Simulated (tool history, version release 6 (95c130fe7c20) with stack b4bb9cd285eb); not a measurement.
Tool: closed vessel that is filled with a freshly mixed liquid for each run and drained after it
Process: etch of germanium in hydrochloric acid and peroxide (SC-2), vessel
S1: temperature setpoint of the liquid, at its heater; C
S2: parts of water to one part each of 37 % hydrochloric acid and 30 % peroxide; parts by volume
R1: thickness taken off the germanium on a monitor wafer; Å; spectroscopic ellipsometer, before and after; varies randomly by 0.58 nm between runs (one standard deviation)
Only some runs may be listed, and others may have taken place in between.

Run 1, hour 0: S1 59 C, S2 5.5 parts by volume, time in the liquid (s) 35. Result: R1 1269.1 Å.
Run 2, hour 6.9: S1 59 C, S2 5.5 parts by volume, time in the liquid (s) 35. Result: R1 1272.5 Å.
Run 3, hour 15: S1 59 C, S2 5.5 parts by volume, time in the liquid (s) 35. Result: R1 1276.5 Å.
Run 4, hour 20.2: S1 60 C, S2 5.5 parts by volume, time in the liquid (s) 35. Result: R1 1305.7 Å.
Run 5, hour 28.6: S1 56 C, S2 5.5 parts by volume, time in the liquid (s) 35. Result: R1 1166.5 Å.
Run 6, hour 35.5: S1 56 C, S2 4 parts by volume, time in the liquid (s) 35. Result: R1 1181.2 Å.
Run 7, hour 37.2: S1 58 C, S2 4 parts by volume, time in the liquid (s) 35. Result: R1 1246.9 Å.

The next listed run, before its measurement:
Run 8, hour 39.2: S1 59.5 C, S2 4 parts by volume, time in the liquid (s) 35. Result: R1 ?.

R1: 1306 Å
